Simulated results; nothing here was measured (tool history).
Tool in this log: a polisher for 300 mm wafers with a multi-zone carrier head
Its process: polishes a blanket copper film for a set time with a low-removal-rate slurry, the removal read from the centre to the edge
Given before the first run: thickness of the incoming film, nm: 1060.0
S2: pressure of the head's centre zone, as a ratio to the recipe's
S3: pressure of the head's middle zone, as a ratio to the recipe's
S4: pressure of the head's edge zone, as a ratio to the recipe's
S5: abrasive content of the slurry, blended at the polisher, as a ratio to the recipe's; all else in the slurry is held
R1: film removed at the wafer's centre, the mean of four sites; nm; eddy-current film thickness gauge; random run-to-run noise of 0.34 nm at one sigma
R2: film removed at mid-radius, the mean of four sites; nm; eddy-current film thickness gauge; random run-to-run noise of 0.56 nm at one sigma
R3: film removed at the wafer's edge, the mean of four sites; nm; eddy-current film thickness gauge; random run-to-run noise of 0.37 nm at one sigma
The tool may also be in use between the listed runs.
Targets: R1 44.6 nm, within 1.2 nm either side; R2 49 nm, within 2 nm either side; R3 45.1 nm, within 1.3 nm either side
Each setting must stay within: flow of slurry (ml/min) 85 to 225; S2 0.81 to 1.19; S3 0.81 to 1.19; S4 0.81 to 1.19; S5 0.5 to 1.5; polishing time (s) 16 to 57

{"run": 1, "day": 0.0, "flow of slurry (ml/min)": 145, "S2": 1, "S3": 1, "S4": 1, "S5": 1, "polishing time (s)": 36, "R1": 96.556, "R2": 92.249, "R3": 92.192}
{"run": 2, "day": 0.188, "flow of slurry (ml/min)": 140, "S2": 0.98, "S3": 1, "S4": 0.97, "S5": 0.9, "polishing time (s)": 33, "R1": 84.444, "R2": 83.536, "R3": 79.958}
{"run": 3, "day": 0.238, "flow of slurry (ml/min)": 140, "S2": 0.98, "S3": 0.94, "S4": 0.97, "S5": 0.9, "polishing time (s)": 33, "R1": 82.697, "R2": 80.587, "R3": 81.53}
{"run": 4, "day": 0.292, "flow of slurry (ml/min)": 135, "S2": 0.97, "S3": 0.93, "S4": 0.95, "S5": 0.85, "polishing time (s)": 30, "R1": 73.03, "R2": 70.517, "R3": 70.762}
{"run": 5, "day": 0.558, "flow of slurry (ml/min)": 115, "S2": 0.97, "S3": 0.93, "S4": 0.95, "S5": 0.85, "polishing time (s)": 30, "R1": 69.55, "R2": 66.84, "R3": 69.815}
{"run": 6, "day": 0.675, "flow of slurry (ml/min)": 115, "S2": 0.97, "S3": 0.93, "S4": 0.95, "S5": 0.85, "polishing time (s)": 34, "R1": 79.125, "R2": 75.614, "R3": 78.917}
{"run": 7, "day": 0.762, "flow of slurry (ml/min)": 115, "S2": 0.95, "S3": 0.93, "S4": 0.93, "S5": 0.8, "polishing time (s)": 32, "R1": 70.183, "R2": 71.737, "R3": 70.934}
{"run": 8, "day": 0.908, "flow of slurry (ml/min)": 115, "S2": 0.94, "S3": 0.92, "S4": 0.91, "S5": 0.75, "polishing time (s)": 30, "R1": 64.42, "R2": 64.547, "R3": 64.472}
{"run": 9, "day": 1.117, "flow of slurry (ml/min)": 115, "S2": 0.93, "S3": 0.92, "S4": 0.89, "S5": 0.7, "polishing time (s)": 29, "R1": 60.25, "R2": 62.564, "R3": 60.657}
{"run": 10, "day": 1.271, "flow of slurry (ml/min)": 115, "S2": 0.92, "S3": 0.91, "S4": 0.88, "S5": 0.65, "polishing time (s)": 28, "R1": 56.966, "R2": 56.591, "R3": 56.596}
{"run": 11, "day": 1.404, "flow of slurry (ml/min)": 115, "S2": 0.91, "S3": 0.92, "S4": 0.87, "S5": 0.6, "polishing time (s)": 27, "R1": 51.459, "R2": 54.623, "R3": 51.622}
{"day": 1.504, "done": "worn pad replaced by a new one"}
{"run": 12, "day": 1.504, "flow of slurry (ml/min)": 115, "S2": 0.9, "S3": 0.92, "S4": 0.86, "S5": 0.6, "polishing time (s)": 27, "R1": 54.816, "R2": 56.952, "R3": 55.754}
{"run": 13, "day": 1.638, "flow of slurry (ml/min)": 110, "S2": 0.9, "S3": 0.93, "S4": 0.85, "S5": 0.6, "polishing time (s)": 26, "R1": 51.476, "R2": 54.451, "R3": 54.106}
{"run": 14, "day": 1.762, "flow of slurry (ml/min)": 120, "S2": 0.88, "S3": 0.92, "S4": 0.85, "S5": 0.6, "polishing time (s)": 25, "R1": 50.237, "R2": 53.637, "R3": 51.264}
{"run": 15, "day": 1.804, "flow of slurry (ml/min)": 125, "S2": 0.87, "S3": 0.91, "S4": 0.84, "S5": 0.6, "polishing time (s)": 25, "R1": 50.33, "R2": 54.057, "R3": 51.918}
{"run": 16, "day": 2.142, "flow of slurry (ml/min)": 95, "S2": 0.88, "S3": 0.95, "S4": 0.81, "S5": 0.5, "polishing time (s)": 22, "R1": 37.452, "R2": 41.138, "R3": 39.259}
{"run": 17, "day": 2.467, "flow of slurry (ml/min)": 135, "S2": 0.88, "S3": 0.95, "S4": 0.82, "S5": 0.5, "polishing time (s)": 22, "R1": 41.862, "R2": 45.373, "R3": 41.308}
{"run": 18, "day": 2.521, "flow of slurry (ml/min)": 140, "S2": 0.87, "S3": 0.94, "S4": 0.82, "S5": 0.5, "polishing time (s)": 22, "R1": 41.259, "R2": 45.606, "R3": 41.875}

Below are 5 possible settings for the next run. Only one of them brings all results inside the allowed miss of their targets. Which is it?
{"run": "A", "day": 2.575, "flow of slurry (ml/min)": 130, "S2": 0.87, "S3": 1.05, "S4": 0.81, "S5": 0.5, "polishing time (s)": 25, "R1": "?", "R2": "?", "R3": "?"}
{"run": "B", "day": 2.575, "flow of slurry (ml/min)": 145, "S2": 0.92, "S3": 1.07, "S4": 0.81, "S5": 0.5, "polishing time (s)": 22, "R1": "?", "R2": "?", "R3": "?"}
{"run": "C", "day": 2.575, "flow of slurry (ml/min)": 160, "S2": 0.98, "S3": 0.89, "S4": 0.81, "S5": 0.55, "polishing time (s)": 21, "R1": "?", "R2": "?", "R3": "?"}
{"run": "D", "day": 2.575, "flow of slurry (ml/min)": 100, "S2": 0.9, "S3": 1, "S4": 0.81, "S5": 0.5, "polishing time (s)": 25, "R1": "?", "R2": "?", "R3": "?"}
{"run": "E", "day": 2.575, "flow of slurry (ml/min)": 140, "S2": 0.84, "S3": 0.99, "S4": 0.85, "S5": 0.55, "polishing time (s)": 22, "R1": "?", "R2": "?", "R3": "?"}

move=A R1=46.571 R2=52.486 R3=47.162
move=B R1=44.509 R2=47.678 R3=42.177
move=C R1=48.459 R2=44.653 R3=42.842
move=D R1=44.64 R2=47.984 R3=45.068
move=E R1=42.223 R2=47.863 R3=44.973
A: takes the biggest miss from the last run beyond its target
B: gets the furthest-off result to its target, but another result is out of tolerance
C: takes the biggest miss from the last run beyond its target
D: meets every target
E: nearer than the last run, and not there yet
Go with D: it meets all targets.
